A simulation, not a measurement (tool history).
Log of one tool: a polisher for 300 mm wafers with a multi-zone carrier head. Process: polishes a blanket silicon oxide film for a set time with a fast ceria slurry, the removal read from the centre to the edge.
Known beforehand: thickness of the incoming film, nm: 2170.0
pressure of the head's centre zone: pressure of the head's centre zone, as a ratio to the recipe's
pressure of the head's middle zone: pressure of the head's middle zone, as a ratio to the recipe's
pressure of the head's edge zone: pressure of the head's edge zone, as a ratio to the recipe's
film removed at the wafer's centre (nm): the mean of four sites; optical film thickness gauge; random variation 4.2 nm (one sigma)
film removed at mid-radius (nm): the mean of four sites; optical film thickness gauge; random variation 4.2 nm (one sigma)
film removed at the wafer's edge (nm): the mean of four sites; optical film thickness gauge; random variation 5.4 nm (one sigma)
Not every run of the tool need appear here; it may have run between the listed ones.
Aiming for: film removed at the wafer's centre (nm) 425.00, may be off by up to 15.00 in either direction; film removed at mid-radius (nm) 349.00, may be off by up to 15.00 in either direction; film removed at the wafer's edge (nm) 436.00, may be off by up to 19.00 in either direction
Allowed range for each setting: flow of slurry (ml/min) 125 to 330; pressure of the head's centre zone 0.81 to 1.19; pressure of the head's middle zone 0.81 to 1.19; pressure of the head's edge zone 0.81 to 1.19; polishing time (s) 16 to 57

| run | day | flow of slurry (ml/min) | pressure of the head's centre zone | pressure of the head's middle zone | pressure of the head's edge zone | polishing time (s) | film removed at the wafer's centre (nm) | film removed at mid-radius (nm) | film removed at the wafer's edge (nm) |
|---|---|---|---|---|---|---|---|---|---|
| 1 | 0.000 | 210 | 1.00 | 1.00 | 1.00 | 36 | 361.29 | 358.91 | 359.12 |
| 2 | 0.133 | 160 | 1.00 | 1.00 | 1.00 | 36 | 342.24 | 338.63 | 348.69 |
| 3 | 0.342 | 160 | 1.03 | 1.00 | 1.00 | 36 | 348.43 | 331.59 | 346.40 |
| 4 | 0.642 | 180 | 1.04 | 0.96 | 1.06 | 37 | 362.09 | 339.73 | 376.12 |
| 5 | 0.938 | 180 | 1.09 | 0.96 | 1.06 | 37 | 393.89 | 342.65 | 362.37 |
| 6 | 1.242 | 180 | 1.05 | 0.96 | 1.06 | 37 | 374.24 | 349.07 | 383.63 |
| 7 | 1.271 | 195 | 1.07 | 0.92 | 1.08 | 37 | 394.23 | 341.64 | 374.18 |
| 8 | 1.604 | 195 | 1.07 | 0.89 | 1.12 | 38 | 394.50 | 340.18 | 396.43 |
| 9 | 1.792 | 200 | 1.08 | 0.87 | 1.14 | 39 | 416.98 | 345.37 | 410.43 |
| 10 | 1.879 | 200 | 1.08 | 0.86 | 1.15 | 39 | 414.31 | 343.32 | 414.79 |

Next run, 5 choices. One meets every target within its allowed miss, the rest don't. Which?
| A | 1.967 | 210 | 1.11 | 0.91 | 1.16 | 36 | ? | ? | ? |
| B | 1.967 | 160 | 0.96 | 0.85 | 1.19 | 43 | ? | ? | ? |
| C | 1.967 | 215 | 1.08 | 0.86 | 1.19 | 40 | ? | ? | ? |
| D | 1.967 | 130 | 1.03 | 0.83 | 1.19 | 46 | ? | ? | ? |
| E | 1.967 | 195 | 1.03 | 0.87 | 1.11 | 40 | ? | ? | ? |

| move | film removed at the wafer's centre (nm) | film removed at mid-radius (nm) | film removed at the wafer's edge (nm) |
|---|---|---|---|
| A | 396.90 | 324.12 | 398.81 |
| B | 387.80 | 351.25 | 466.41 |
| C | 430.54 | 346.77 | 450.50 |
| D | 421.04 | 351.50 | 481.99 |
| E | 403.60 | 344.59 | 429.72 |
A: lands further from the targets than the last run did
B: moves the result that the last run missed by most past its target, out the other side
C: in spec on every target
D: moves the result that the last run missed by most past its target, out the other side
E: corrects the largest miss of the last run, while another result sits out of spec
C meets every target.
